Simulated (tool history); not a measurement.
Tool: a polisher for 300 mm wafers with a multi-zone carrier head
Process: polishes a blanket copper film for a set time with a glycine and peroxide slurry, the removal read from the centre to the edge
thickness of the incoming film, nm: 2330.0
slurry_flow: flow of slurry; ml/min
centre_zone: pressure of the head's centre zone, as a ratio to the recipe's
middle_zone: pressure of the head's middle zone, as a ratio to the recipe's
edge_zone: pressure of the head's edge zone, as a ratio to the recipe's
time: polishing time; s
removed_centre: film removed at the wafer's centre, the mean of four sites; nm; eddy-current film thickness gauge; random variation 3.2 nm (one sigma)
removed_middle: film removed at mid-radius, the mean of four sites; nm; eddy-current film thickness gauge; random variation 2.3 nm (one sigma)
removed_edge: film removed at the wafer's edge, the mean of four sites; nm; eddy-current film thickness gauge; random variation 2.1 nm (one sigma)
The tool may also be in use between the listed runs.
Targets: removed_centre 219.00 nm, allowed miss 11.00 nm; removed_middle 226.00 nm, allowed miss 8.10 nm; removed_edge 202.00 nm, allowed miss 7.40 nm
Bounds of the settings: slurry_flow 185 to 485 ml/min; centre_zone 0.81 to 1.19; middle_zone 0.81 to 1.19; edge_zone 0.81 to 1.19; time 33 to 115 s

Run 1, hour 0.0: slurry_flow 310 ml/min, centre_zone 1.00, middle_zone 1.00, edge_zone 1.00, time 73 s. Result: removed_centre 291.32 nm, removed_middle 280.81 nm, removed_edge 281.86 nm.
Run 2, hour 2.4: slurry_flow 310 ml/min, centre_zone 1.00, middle_zone 1.01, edge_zone 0.98, time 69 s. Result: removed_centre 272.77 nm, removed_middle 266.98 nm, removed_edge 257.45 nm.
Run 3, hour 8.2: slurry_flow 310 ml/min, centre_zone 1.00, middle_zone 1.01, edge_zone 0.98, time 78 s. Result: removed_centre 302.20 nm, removed_middle 297.70 nm, removed_edge 293.86 nm.
Run 4, hour 8.7: slurry_flow 310 ml/min, centre_zone 0.99, middle_zone 1.01, edge_zone 0.96, time 74 s. Result: removed_centre 289.41 nm, removed_middle 285.82 nm, removed_edge 276.93 nm.
Run 5, hour 16.1: slurry_flow 310 ml/min, centre_zone 0.98, middle_zone 1.01, edge_zone 0.95, time 70 s. Result: removed_centre 267.01 nm, removed_middle 267.90 nm, removed_edge 254.32 nm.
Run 6, hour 22.8: slurry_flow 345 ml/min, centre_zone 0.98, middle_zone 1.01, edge_zone 0.95, time 70 s. Result: removed_centre 272.68 nm, removed_middle 275.63 nm, removed_edge 262.64 nm.
Run 7, hour 27.2: slurry_flow 330 ml/min, centre_zone 0.97, middle_zone 1.00, edge_zone 0.93, time 68 s. Result: removed_centre 260.93 nm, removed_middle 260.99 nm, removed_edge 254.15 nm.
Run 8, hour 34.8: slurry_flow 320 ml/min, centre_zone 0.97, middle_zone 1.01, edge_zone 0.91, time 66 s. Result: removed_centre 243.11 nm, removed_middle 254.82 nm, removed_edge 245.10 nm.
Run 9, hour 40.5: slurry_flow 320 ml/min, centre_zone 0.99, middle_zone 1.02, edge_zone 0.91, time 64 s. Result: removed_centre 248.97 nm, removed_middle 252.04 nm, removed_edge 233.67 nm.
At hour 43.0: edge zone pressure recalibrated.
Run 10, hour 43.0: slurry_flow 310 ml/min, centre_zone 0.99, middle_zone 1.02, edge_zone 0.90, time 63 s. Result: removed_centre 240.42 nm, removed_middle 246.02 nm, removed_edge 235.94 nm.

Which of these 5 next moves meets every target?
Run A, hour 45.5: slurry_flow 355 ml/min, centre_zone 1.02, middle_zone 1.02, edge_zone 0.88, time 68 s. Result: removed_centre ?, removed_middle ?, removed_edge ?.
Run B, hour 45.5: slurry_flow 435 ml/min, centre_zone 1.19, middle_zone 0.99, edge_zone 1.00, time 54 s. Result: removed_centre ?, removed_middle ?, removed_edge ?.
Run C, hour 45.5: slurry_flow 245 ml/min, centre_zone 0.81, middle_zone 1.02, edge_zone 0.90, time 75 s. Result: removed_centre ?, removed_middle ?, removed_edge ?.
Run D, hour 45.5: slurry_flow 305 ml/min, centre_zone 1.01, middle_zone 1.06, edge_zone 0.83, time 56 s. Result: removed_centre ?, removed_middle ?, removed_edge ?.
Run E, hour 45.5: slurry_flow 225 ml/min, centre_zone 0.99, middle_zone 0.90, edge_zone 0.95, time 69 s. Result: removed_centre ?, removed_middle ?, removed_edge ?.

move  removed_centre  removed_middle  removed_edge
   A          272.82          266.43        250.91
   B          254.08          209.43        212.47
   C          233.34          282.33        270.59
   D          219.14          223.43        199.69
   E          253.67          230.79        252.44
A: further off than the last run
B: nearer than the last run, and not there yet
C: further off than the last run
D: meets every target
E: further off than the last run
Answer: D

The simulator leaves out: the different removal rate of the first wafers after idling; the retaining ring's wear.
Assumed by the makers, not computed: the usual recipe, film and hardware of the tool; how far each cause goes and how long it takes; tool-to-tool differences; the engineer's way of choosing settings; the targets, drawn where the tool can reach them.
